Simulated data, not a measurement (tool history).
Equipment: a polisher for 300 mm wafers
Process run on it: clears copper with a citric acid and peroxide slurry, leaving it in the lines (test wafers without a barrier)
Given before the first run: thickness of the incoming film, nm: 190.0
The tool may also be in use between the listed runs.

run,hour,flow of slurry (ml/min),pressure of the wafer on the pad (psi),speed of the pad under the wafer (cm/s),abrasive content of the slurry,overpolish time after the end point (s),time until the end point was called (s),dishing of a wide line in a test structure (nm)
1,0.0,220,2.4,92,1.00,13,107.850,18.702
2,6.3,220,2.4,92,1.15,13,108.000,18.667
3,7.3,220,2.4,112,1.15,13,87.821,22.778
4,10.5,220,2.2,110,1.15,14,97.450,21.788
5,17.5,220,2.2,110,1.25,14,95.871,21.974
6,24.2,170,2.2,110,1.25,14,99.626,21.197
7,25.4,165,2.0,110,1.25,15,110.250,20.410

What does the tool deliver on the next run?
8,32.6,160,1.9,110,1.25,16,?,?

time until the end point was called (s): 116.360
dishing of a wide line in a test structure (nm): 21.433
